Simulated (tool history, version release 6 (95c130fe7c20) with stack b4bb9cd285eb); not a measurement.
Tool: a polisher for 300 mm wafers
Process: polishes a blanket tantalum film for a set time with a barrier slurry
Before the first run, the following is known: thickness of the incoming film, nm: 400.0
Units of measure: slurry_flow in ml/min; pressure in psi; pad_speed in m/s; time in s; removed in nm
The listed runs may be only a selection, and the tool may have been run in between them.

run,hour,slurry_flow,pressure,pad_speed,slurry_solids,time,removed
1,0,230,1.8,0.92,1,47,53.687
2,1.2,230,1.5,0.82,1,47,41.086
3,6.2,230,1.5,0.82,1.1,47,41.49
4,10.4,230,1.3,0.74,1.1,47,35.305
5,11.5,230,1.3,0.74,1.1,43,31.906
6,16.2,230,1.3,0.74,0.9,43,30.666
7,18.5,230,1.1,0.72,0.9,43,26.448
8,25.3,230,1,0.7,0.9,43,24.186

Estimate the outcome of run 9 from the log above:
9,27.4,230,0.9,0.7,0.9,43,?

removed: 22.94 nm
